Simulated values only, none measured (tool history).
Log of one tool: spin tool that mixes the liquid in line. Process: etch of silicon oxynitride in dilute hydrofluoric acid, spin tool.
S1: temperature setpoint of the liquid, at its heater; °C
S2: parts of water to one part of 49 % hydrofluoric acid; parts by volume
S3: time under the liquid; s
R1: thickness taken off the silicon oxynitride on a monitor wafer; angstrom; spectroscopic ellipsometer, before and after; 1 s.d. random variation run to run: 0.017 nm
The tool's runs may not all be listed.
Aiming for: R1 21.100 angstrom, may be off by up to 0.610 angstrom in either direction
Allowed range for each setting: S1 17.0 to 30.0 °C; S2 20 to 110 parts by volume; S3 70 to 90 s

run	hour	S1	S2	S3	R1
1	0.0	22.0	60	90	31.789
2	2.2	21.0	60	90	30.497
3	4.6	21.0	70	90	26.597
4	10.5	21.0	50	90	37.340
5	12.0	20.0	55	90	32.089
6	17.6	22.0	55	90	35.035
7	18.7	21.0	60	90	30.328
8	22.6	20.0	60	90	29.003
9	31.2	19.5	60	90	28.629
10	38.6	19.0	60	90	27.386
11	42.0	18.5	60	90	26.971
12	50.2	18.0	60	90	25.894
# hour 53.1: hydrofluoric acid flow meter replaced
13	53.1	17.0	70	90	19.674

Consider the 5 candidate settings below. Which is the only one whose results all fall within their allowed miss of target?
A	56.0	17.0	65	85	?
B	56.0	17.5	60	85	?
C	56.0	17.5	80	90	?
D	56.0	19.0	60	75	?
E	56.0	19.5	75	85	?

move	R1
A	20.190
B	22.510
C	17.642
D	21.432
E	19.715
A: closes in on the targets versus the last run, not all within tolerance yet
B: the result that was furthest off in the last run now lies on the other side of its target
C: the biggest miss grows against the last run
D: all results land within tolerance of their targets
E: about the same distance from the targets as the last run
Go with D: it meets all targets.

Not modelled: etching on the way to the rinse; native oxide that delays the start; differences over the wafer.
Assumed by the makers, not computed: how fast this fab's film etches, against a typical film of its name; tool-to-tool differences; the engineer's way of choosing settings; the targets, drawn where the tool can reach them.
